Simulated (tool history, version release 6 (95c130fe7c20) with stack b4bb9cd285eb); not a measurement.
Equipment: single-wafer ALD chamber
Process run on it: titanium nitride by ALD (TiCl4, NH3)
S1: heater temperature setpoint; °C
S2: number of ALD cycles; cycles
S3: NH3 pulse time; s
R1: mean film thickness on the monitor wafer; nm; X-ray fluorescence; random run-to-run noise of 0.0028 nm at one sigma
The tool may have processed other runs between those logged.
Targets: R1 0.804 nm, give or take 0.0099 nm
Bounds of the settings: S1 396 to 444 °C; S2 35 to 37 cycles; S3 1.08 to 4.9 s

| run | hour | S1 | S2 | S3 | R1 |
|---|---|---|---|---|---|
| 1 | 0 | 420 | 37 | 2.99 | 0.85924 |
| 2 | 1.7 | 425 | 37 | 2.99 | 0.86411 |
| 3 | 4.5 | 425 | 37 | 3.8 | 0.86521 |
| 4 | 12.7 | 425 | 37 | 3.46 | 0.86102 |
| 5 | 17.9 | 419 | 37 | 3.13 | 0.86148 |
| 6 | 21.3 | 415 | 37 | 3.13 | 0.86075 |
| 7 | 27.9 | 412 | 37 | 2.69 | 0.85579 |
| 8 | 32.3 | 410 | 37 | 2.45 | 0.85014 |
| 9 | 37.7 | 409 | 37 | 2.36 | 0.85493 |
| 10 | 41.8 | 407 | 37 | 2.1 | 0.84843 |
| 11 | 45.7 | 407 | 37 | 2.03 | 0.84727 |
| 12 | 49.9 | 407 | 37 | 1.98 | 0.84501 |
| 13 | 53.9 | 407 | 37 | 1.97 | 0.84766 |
| 14 | 54.5 | 406 | 35 | 1.53 | 0.79235 |

Consider the 4 candidate settings below. Which is the only one whose results all fall within their allowed miss of target?
| A | 55.1 | 402 | 35 | 1.41 | ? |
| B | 55.1 | 406 | 35 | 1.18 | ? |
| C | 55.1 | 402 | 35 | 1.08 | ? |
| D | 55.1 | 399 | 35 | 2.33 | ? |

| move | R1 |
|---|---|
| A | 0.78962 |
| B | 0.78377 |
| C | 0.77651 |
| D | 0.80736 |
A: moves away from the targets compared with the last run
B: moves away from the targets compared with the last run
C: moves away from the targets compared with the last run
D: every result within its allowed miss
Go with D: it meets all targets.
